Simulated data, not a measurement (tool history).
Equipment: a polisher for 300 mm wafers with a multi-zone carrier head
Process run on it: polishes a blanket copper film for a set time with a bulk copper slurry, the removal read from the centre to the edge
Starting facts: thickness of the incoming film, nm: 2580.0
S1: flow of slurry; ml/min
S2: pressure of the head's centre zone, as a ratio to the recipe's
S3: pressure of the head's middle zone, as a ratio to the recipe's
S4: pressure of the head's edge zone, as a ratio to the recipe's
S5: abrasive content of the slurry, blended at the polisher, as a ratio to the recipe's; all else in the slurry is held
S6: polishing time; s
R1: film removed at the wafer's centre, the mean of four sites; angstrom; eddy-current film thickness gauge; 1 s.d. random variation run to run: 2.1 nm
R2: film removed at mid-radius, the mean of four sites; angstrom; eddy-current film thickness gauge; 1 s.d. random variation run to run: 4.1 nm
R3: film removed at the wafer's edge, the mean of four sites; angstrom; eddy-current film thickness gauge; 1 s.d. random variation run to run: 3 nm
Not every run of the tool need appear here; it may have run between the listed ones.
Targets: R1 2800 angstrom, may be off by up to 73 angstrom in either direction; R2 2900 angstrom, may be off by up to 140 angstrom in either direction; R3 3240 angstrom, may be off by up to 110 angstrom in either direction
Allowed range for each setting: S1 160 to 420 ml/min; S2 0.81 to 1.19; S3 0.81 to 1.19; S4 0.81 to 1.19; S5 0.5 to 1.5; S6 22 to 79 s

run 1 day=0 | S1=270 S2=1 S3=1 S4=1 S5=1 S6=50 | R1=3099.3 R2=2937.6 R3=3154.8
run 2 day=0.15 | S1=260 S2=0.98 S3=1 S4=1.01 S5=1 S6=50 | R1=3047.6 R2=2944.2 R3=3153.6
run 3 day=0.188 | S1=260 S2=0.98 S3=1 S4=1.01 S5=1.2 S6=50 | R1=3156.7 R2=3231.6 R3=3348.2
run 4 day=0.262 | S1=255 S2=0.96 S3=0.98 S4=1.01 S5=1.2 S6=50 | R1=3051.2 R2=3105.6 R3=3315.7
run 5 day=0.508 | S1=255 S2=1.05 S3=0.98 S4=1.01 S5=1.2 S6=50 | R1=3350.6 R2=3078 R3=3274.3
run 6 day=0.746 | S1=255 S2=1.05 S3=0.98 S4=1.01 S5=1 S6=50 | R1=3224.2 R2=2914.4 R3=3149.1
run 7 day=0.817 | S1=245 S2=1.02 S3=0.98 S4=1.02 S5=1 S6=50 | R1=3137.3 R2=2963.9 R3=3180.3
run 8 day=1.025 | S1=245 S2=0.99 S3=0.97 S4=1.03 S5=1 S6=50 | R1=3061.3 R2=2849.4 R3=3187.1
run 9 day=1.242 | S1=240 S2=0.97 S3=0.98 S4=1.04 S5=1 S6=50 | R1=2927.8 R2=2932.2 R3=3216.1
run 10 day=1.333 | S1=235 S2=0.96 S3=0.98 S4=1.04 S5=1 S6=50 | R1=2897.6 R2=2881.6 R3=3205.4
run 11 day=1.562 | S1=230 S2=0.96 S3=0.98 S4=1.04 S5=1 S6=50 | R1=2934 R2=2946.3 R3=3133.6
run 12 day=1.683 | S1=235 S2=0.95 S3=0.98 S4=1.05 S5=1 S6=50 | R1=2835 R2=2987.6 R3=3292.8
run 13 day=1.783 | S1=235 S2=0.95 S3=0.98 S4=1.05 S5=1 S6=50 | R1=2852.5 R2=2959.6 R3=3224.1
run 14 day=2.129 | S1=235 S2=0.95 S3=0.97 S4=1.05 S5=1 S6=50 | R1=2883.8 R2=2896 R3=3155.8

Exactly one of the 4 candidate moves below puts every result within its allowed miss. Which one?
run A day=2.475 | S1=250 S2=0.96 S3=0.96 S4=1.04 S5=1.05 S6=51 | R1=? R2=? R3=?
run B day=2.475 | S1=235 S2=0.92 S3=0.96 S4=1.06 S5=1.15 S6=49 | R1=? R2=? R3=?
run C day=2.475 | S1=235 S2=1.02 S3=0.98 S4=1 S5=1 S6=50 | R1=? R2=? R3=?
run D day=2.475 | S1=210 S2=0.97 S3=0.98 S4=1 S5=0.85 S6=53 | R1=? R2=? R3=?

move=A R1=3024.5 R2=2974.3 R3=3341.5
move=B R1=2816.1 R2=2894 R3=3288.3
move=C R1=3089.1 R2=2909.3 R3=3158
move=D R1=2945.2 R2=2924.2 R3=3187.1
A: further off than the last run
B: hits every target within its allowed miss
C: further off than the last run
D: further off than the last run
Go with B: it meets all targets.
